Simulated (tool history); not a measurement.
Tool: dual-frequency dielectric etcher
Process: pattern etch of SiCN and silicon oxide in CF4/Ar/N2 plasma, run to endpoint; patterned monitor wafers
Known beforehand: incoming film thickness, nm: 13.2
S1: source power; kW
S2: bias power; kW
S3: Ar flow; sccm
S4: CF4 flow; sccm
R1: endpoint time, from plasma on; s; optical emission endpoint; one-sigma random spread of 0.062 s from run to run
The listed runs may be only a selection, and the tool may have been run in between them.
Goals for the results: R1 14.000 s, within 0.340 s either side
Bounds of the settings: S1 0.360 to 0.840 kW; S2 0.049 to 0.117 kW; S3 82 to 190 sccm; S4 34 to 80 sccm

Run 1, hour 0.0: S1 0.600 kW, S2 0.083 kW, S3 136 sccm, S4 57 sccm. Result: R1 11.992 s.
Run 2, hour 6.1: S1 0.600 kW, S2 0.083 kW, S3 136 sccm, S4 65 sccm. Result: R1 11.610 s.
Run 3, hour 14.6: S1 0.570 kW, S2 0.082 kW, S3 136 sccm, S4 65 sccm. Result: R1 12.061 s.
Run 4, hour 22.9: S1 0.570 kW, S2 0.082 kW, S3 146 sccm, S4 65 sccm. Result: R1 12.348 s.
Run 5, hour 23.9: S1 0.570 kW, S2 0.082 kW, S3 132 sccm, S4 65 sccm. Result: R1 12.192 s.
Run 6, hour 28.0: S1 0.570 kW, S2 0.082 kW, S3 110 sccm, S4 65 sccm. Result: R1 11.541 s.
Run 7, hour 35.0: S1 0.530 kW, S2 0.081 kW, S3 110 sccm, S4 65 sccm. Result: R1 12.321 s.
Run 8, hour 39.8: S1 0.510 kW, S2 0.081 kW, S3 110 sccm, S4 65 sccm. Result: R1 12.707 s.
Run 9, hour 41.2: S1 0.490 kW, S2 0.081 kW, S3 110 sccm, S4 65 sccm. Result: R1 13.065 s.
Run 10, hour 43.7: S1 0.480 kW, S2 0.081 kW, S3 110 sccm, S4 65 sccm. Result: R1 13.259 s.

Consider the 5 candidate settings below. Which is the only one whose results all fall within their allowed miss of target?
Run A, hour 46.2: S1 0.510 kW, S2 0.086 kW, S3 105 sccm, S4 64 sccm. Result: R1 ?.
Run B, hour 46.2: S1 0.430 kW, S2 0.078 kW, S3 110 sccm, S4 67 sccm. Result: R1 ?.
Run C, hour 46.2: S1 0.490 kW, S2 0.093 kW, S3 138 sccm, S4 51 sccm. Result: R1 ?.
Run D, hour 46.2: S1 0.560 kW, S2 0.074 kW, S3 112 sccm, S4 60 sccm. Result: R1 ?.
Run E, hour 46.2: S1 0.530 kW, S2 0.077 kW, S3 123 sccm, S4 61 sccm. Result: R1 ?.

move      R1
   A  12.305
   B  14.518
   C  13.898
   D  12.328
   E  12.971
A: further off than the last run
B: moves the result that the last run missed by most past its target, out the other side
C: every result lands within tolerance
D: further off than the last run
E: further off than the last run
Correct choice: C, which meets every target

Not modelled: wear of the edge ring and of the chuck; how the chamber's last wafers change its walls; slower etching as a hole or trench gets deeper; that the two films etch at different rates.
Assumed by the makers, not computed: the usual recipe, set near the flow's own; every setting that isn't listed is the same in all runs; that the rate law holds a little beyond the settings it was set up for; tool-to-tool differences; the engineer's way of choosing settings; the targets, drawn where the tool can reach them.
